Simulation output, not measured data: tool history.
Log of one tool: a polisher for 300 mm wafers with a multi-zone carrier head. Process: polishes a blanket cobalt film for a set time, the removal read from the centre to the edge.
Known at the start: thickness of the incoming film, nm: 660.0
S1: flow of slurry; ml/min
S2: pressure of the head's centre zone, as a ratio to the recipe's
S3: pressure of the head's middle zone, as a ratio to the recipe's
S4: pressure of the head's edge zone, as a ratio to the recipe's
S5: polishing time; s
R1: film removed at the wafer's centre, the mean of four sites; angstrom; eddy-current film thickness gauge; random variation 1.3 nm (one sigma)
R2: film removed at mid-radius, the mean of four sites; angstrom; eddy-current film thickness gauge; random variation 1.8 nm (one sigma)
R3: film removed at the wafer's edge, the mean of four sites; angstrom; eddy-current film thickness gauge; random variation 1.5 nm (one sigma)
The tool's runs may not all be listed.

Run 1, hour 0: S1 125 ml/min, S2 1, S3 1, S4 1, S5 53 s. Result: R1 1370.7 angstrom, R2 1349.6 angstrom, R3 1327.5 angstrom.
Run 2, hour 7.2: S1 110 ml/min, S2 1, S3 1, S4 1, S5 53 s. Result: R1 1324.4 angstrom, R2 1287.3 angstrom, R3 1313.1 angstrom.
Run 3, hour 12.9: S1 110 ml/min, S2 1.07, S3 1, S4 1, S5 53 s. Result: R1 1415.3 angstrom, R2 1302.7 angstrom, R3 1319.2 angstrom.
Run 4, hour 15.7: S1 115 ml/min, S2 1.08, S3 1.02, S4 1.02, S5 54 s. Result: R1 1486.9 angstrom, R2 1340.4 angstrom, R3 1342 angstrom.
Run 5, hour 18.1: S1 120 ml/min, S2 1.07, S3 1.03, S4 1.03, S5 56 s. Result: R1 1530.3 angstrom, R2 1408.3 angstrom, R3 1415.9 angstrom.
Run 6, hour 21.5: S1 135 ml/min, S2 1.07, S3 1.03, S4 1.03, S5 56 s. Result: R1 1558.4 angstrom, R2 1441.4 angstrom, R3 1420.8 angstrom.

The next listed run, before its measurement:
At hour 25: worn pad replaced by a new one.
Run 7, hour 25: S1 145 ml/min, S2 1.11, S3 1.13, S4 1.13, S5 68 s. Result: R1 ?, R2 ?, R3 ?.

Run 7 gave R1 2118.5 angstrom, R2 2099.2 angstrom, R3 1927.3 angstrom.
